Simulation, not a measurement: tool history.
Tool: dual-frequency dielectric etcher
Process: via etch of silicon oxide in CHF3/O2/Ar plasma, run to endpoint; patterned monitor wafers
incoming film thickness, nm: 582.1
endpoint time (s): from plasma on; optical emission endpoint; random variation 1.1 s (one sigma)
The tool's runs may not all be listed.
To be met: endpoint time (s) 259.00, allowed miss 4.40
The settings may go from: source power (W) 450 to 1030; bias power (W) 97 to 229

{"run": 1, "hour": 0.0, "source power (W)": 740, "bias power (W)": 163, "endpoint time (s)": 284.61}
{"run": 2, "hour": 6.3, "source power (W)": 780, "bias power (W)": 164, "endpoint time (s)": 279.05}
{"run": 3, "hour": 12.7, "source power (W)": 810, "bias power (W)": 165, "endpoint time (s)": 274.97}
{"run": 4, "hour": 19.5, "source power (W)": 810, "bias power (W)": 182, "endpoint time (s)": 264.49}
{"run": 5, "hour": 21.1, "source power (W)": 810, "bias power (W)": 164, "endpoint time (s)": 274.7}
{"hour": 26.1, "done": "bias power generator calibrated"}
{"run": 6, "hour": 26.1, "source power (W)": 830, "bias power (W)": 165, "endpoint time (s)": 271.61}
{"run": 7, "hour": 27.2, "source power (W)": 850, "bias power (W)": 166, "endpoint time (s)": 267.39}
{"run": 8, "hour": 29.3, "source power (W)": 860, "bias power (W)": 166, "endpoint time (s)": 267.54}

Which of these 4 next moves meets every target?
{"run": "A", "hour": 31.4, "source power (W)": 1010, "bias power (W)": 160, "endpoint time (s)": "?"}
{"run": "B", "hour": 31.4, "source power (W)": 820, "bias power (W)": 165, "endpoint time (s)": "?"}
{"run": "C", "hour": 31.4, "source power (W)": 1030, "bias power (W)": 168, "endpoint time (s)": "?"}
{"run": "D", "hour": 31.4, "source power (W)": 980, "bias power (W)": 187, "endpoint time (s)": "?"}

move=A endpoint_time_(s)=257.51
move=B endpoint_time_(s)=270.33
move=C endpoint_time_(s)=251.50
move=D endpoint_time_(s)=245.31
A: meets every target
B: further off than the last run
C: takes the result that was furthest off past its target
D: takes the result that was furthest off past its target
The right move is A.
